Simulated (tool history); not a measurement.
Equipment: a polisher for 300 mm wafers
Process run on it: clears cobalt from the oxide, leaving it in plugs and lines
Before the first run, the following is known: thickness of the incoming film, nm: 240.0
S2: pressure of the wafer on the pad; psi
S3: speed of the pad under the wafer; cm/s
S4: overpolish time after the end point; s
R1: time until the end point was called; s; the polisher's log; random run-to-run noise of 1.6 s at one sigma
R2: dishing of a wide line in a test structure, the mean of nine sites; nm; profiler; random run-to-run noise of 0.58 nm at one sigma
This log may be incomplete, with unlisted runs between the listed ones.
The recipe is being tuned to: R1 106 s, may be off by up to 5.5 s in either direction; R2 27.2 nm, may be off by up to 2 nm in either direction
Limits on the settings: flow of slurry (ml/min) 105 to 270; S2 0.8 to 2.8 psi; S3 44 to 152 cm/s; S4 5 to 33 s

{"run": 1, "hour": 0.0, "flow of slurry (ml/min)": 175, "S2": 1.8, "S3": 98, "S4": 17, "R1": 60.59, "R2": 37.955}
{"run": 2, "hour": 7.5, "flow of slurry (ml/min)": 150, "S2": 1.8, "S3": 98, "S4": 17, "R1": 60.217, "R2": 37.448}
{"run": 3, "hour": 16.2, "flow of slurry (ml/min)": 150, "S2": 1.8, "S3": 98, "S4": 11, "R1": 61.121, "R2": 28.362}
{"run": 4, "hour": 22.9, "flow of slurry (ml/min)": 150, "S2": 1.7, "S3": 98, "S4": 12, "R1": 64.403, "R2": 29.105}
{"run": 5, "hour": 28.3, "flow of slurry (ml/min)": 150, "S2": 1.7, "S3": 98, "S4": 8, "R1": 61.922, "R2": 20.661}
{"run": 6, "hour": 33.1, "flow of slurry (ml/min)": 150, "S2": 1.6, "S3": 96, "S4": 9, "R1": 70.577, "R2": 21.487}
{"run": 7, "hour": 37.7, "flow of slurry (ml/min)": 150, "S2": 1.6, "S3": 96, "S4": 9, "R1": 68.466, "R2": 22.455}
{"run": 8, "hour": 39.3, "flow of slurry (ml/min)": 150, "S2": 1.5, "S3": 96, "S4": 10, "R1": 72.361, "R2": 23.156}
{"run": 9, "hour": 43.0, "flow of slurry (ml/min)": 150, "S2": 1.4, "S3": 96, "S4": 11, "R1": 78.126, "R2": 24.089}
{"run": 10, "hour": 45.1, "flow of slurry (ml/min)": 150, "S2": 1.4, "S3": 96, "S4": 11, "R1": 79.818, "R2": 23.421}
{"run": 11, "hour": 47.5, "flow of slurry (ml/min)": 150, "S2": 0.9, "S3": 94, "S4": 19, "R1": 122.4, "R2": 26.148}

Which one of the following 4 next-run settings gets every result inside its allowed miss? There is exactly one.
{"run": "A", "hour": 49.9, "flow of slurry (ml/min)": 180, "S2": 0.8, "S3": 104, "S4": 18, "R1": "?", "R2": "?"}
{"run": "B", "hour": 49.9, "flow of slurry (ml/min)": 165, "S2": 1, "S3": 106, "S4": 16, "R1": "?", "R2": "?"}
{"run": "C", "hour": 49.9, "flow of slurry (ml/min)": 155, "S2": 1.1, "S3": 90, "S4": 18, "R1": "?", "R2": "?"}
{"run": "D", "hour": 49.9, "flow of slurry (ml/min)": 190, "S2": 1.4, "S3": 68, "S4": 15, "R1": "?", "R2": "?"}

move=A R1=119.83 R2=24.518
move=B R1=96.809 R2=26.282
move=C R1=104.2 R2=27.158
move=D R1=105.25 R2=23.53
A: closer than the last run, but not yet in spec
B: takes the biggest miss from the last run beyond its target
C: each result inside its tolerance
D: corrects the largest miss of the last run, while another result sits out of spec
So the answer is move C, the one that meets all the targets.

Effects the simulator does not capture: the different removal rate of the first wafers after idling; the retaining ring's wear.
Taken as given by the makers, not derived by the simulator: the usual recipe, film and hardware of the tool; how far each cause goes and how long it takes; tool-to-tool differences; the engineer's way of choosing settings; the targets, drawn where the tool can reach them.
